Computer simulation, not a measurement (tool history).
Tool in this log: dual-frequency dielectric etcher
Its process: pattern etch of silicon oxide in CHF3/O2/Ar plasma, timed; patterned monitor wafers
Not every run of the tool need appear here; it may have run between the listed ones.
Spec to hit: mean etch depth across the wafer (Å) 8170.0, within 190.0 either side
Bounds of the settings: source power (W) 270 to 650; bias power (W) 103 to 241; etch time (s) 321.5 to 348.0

| run | hour | source power (W) | bias power (W) | etch time (s) | mean etch depth across the wafer (Å) |
|---|---|---|---|---|---|
| 1 | 0.0 | 460 | 172 | 348.0 | 6769.4 |
| 2 | 6.0 | 430 | 172 | 348.0 | 6488.8 |
| 3 | 12.1 | 450 | 173 | 348.0 | 6657.7 |
| 4 | 19.9 | 410 | 173 | 348.0 | 6408.2 |
| 5 | 21.6 | 430 | 175 | 348.0 | 6592.7 |
| 6 | 26.9 | 450 | 176 | 348.0 | 6783.1 |
| 7 | 31.8 | 460 | 177 | 348.0 | 6818.4 |
| 8 | 33.1 | 480 | 178 | 348.0 | 6945.0 |
| 9 | 33.7 | 500 | 179 | 348.0 | 7084.6 |
| 10 | 39.5 | 600 | 199 | 348.0 | 7992.2 |

Exercise: of the 5 proposed moves below, exactly one satisfies all targets within the stated allowed misses. Which move is it?
| A | 45.3 | 640 | 205 | 343.0 | ? |
| B | 45.3 | 650 | 205 | 321.5 | ? |
| C | 45.3 | 590 | 228 | 321.5 | ? |
| D | 45.3 | 520 | 212 | 348.0 | ? |
| E | 45.3 | 630 | 178 | 348.0 | ? |

| move | mean etch depth across the wafer (Å) |
|---|---|
| A | 8130.4 |
| B | 7670.9 |
| C | 7650.6 |
| D | 7640.7 |
| E | 7795.5 |
A: hits every target within its allowed miss
B: moves away from the targets compared with the last run
C: moves away from the targets compared with the last run
D: moves away from the targets compared with the last run
E: moves away from the targets compared with the last run
Go with A: it meets all targets.
